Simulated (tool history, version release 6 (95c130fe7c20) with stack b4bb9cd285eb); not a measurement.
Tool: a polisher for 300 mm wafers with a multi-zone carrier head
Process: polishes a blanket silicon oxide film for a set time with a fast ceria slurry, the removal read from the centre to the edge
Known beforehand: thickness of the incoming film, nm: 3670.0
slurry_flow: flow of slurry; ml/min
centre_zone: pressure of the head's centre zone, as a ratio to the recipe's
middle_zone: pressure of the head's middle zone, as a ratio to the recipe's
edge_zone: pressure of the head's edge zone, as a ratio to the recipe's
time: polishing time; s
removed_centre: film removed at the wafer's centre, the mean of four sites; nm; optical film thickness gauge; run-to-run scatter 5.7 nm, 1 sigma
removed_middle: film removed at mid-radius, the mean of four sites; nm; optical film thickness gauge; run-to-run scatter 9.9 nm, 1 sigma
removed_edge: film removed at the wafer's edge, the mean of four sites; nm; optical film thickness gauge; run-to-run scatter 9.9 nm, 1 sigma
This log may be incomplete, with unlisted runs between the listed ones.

{"run": 1, "hour": 0.0, "slurry_flow": 135, "centre_zone": 1, "middle_zone": 1, "edge_zone": 1, "time": 59, "removed_centre": 647.75, "removed_middle": 624.65, "removed_edge": 659.07}
{"run": 2, "hour": 5.0, "slurry_flow": 135, "centre_zone": 1, "middle_zone": 1, "edge_zone": 1, "time": 64, "removed_centre": 702.29, "removed_middle": 687.98, "removed_edge": 697.51}
{"run": 3, "hour": 13.1, "slurry_flow": 115, "centre_zone": 1, "middle_zone": 1, "edge_zone": 1, "time": 64, "removed_centre": 681.16, "removed_middle": 662.22, "removed_edge": 714.58}
{"run": 4, "hour": 16.2, "slurry_flow": 115, "centre_zone": 1, "middle_zone": 1, "edge_zone": 1.03, "time": 64, "removed_centre": 689.93, "removed_middle": 655.55, "removed_edge": 713.59}
{"run": 5, "hour": 20.3, "slurry_flow": 110, "centre_zone": 0.97, "middle_zone": 1.03, "edge_zone": 1.04, "time": 66, "removed_centre": 675.82, "removed_middle": 687.77, "removed_edge": 739.34}
{"run": 6, "hour": 21.0, "slurry_flow": 110, "centre_zone": 1.05, "middle_zone": 1.03, "edge_zone": 1.04, "time": 66, "removed_centre": 732.88, "removed_middle": 691.64, "removed_edge": 739.86}
{"run": 7, "hour": 22.0, "slurry_flow": 110, "centre_zone": 1.02, "middle_zone": 1.06, "edge_zone": 1.05, "time": 67, "removed_centre": 722.47, "removed_middle": 710.67, "removed_edge": 753.39}
{"run": 8, "hour": 24.5, "slurry_flow": 110, "centre_zone": 1.02, "middle_zone": 1.06, "edge_zone": 1.05, "time": 67, "removed_centre": 711.13, "removed_middle": 713.77, "removed_edge": 737.24}

Run 9 comes next. What will it give?
{"run": 9, "hour": 26.6, "slurry_flow": 110, "centre_zone": 0.99, "middle_zone": 1.08, "edge_zone": 1.06, "time": 69, "removed_centre": "?", "removed_middle": "?", "removed_edge": "?"}

removed_centre: 715.23 nm
removed_middle: 745.02 nm
removed_edge: 774.32 nm
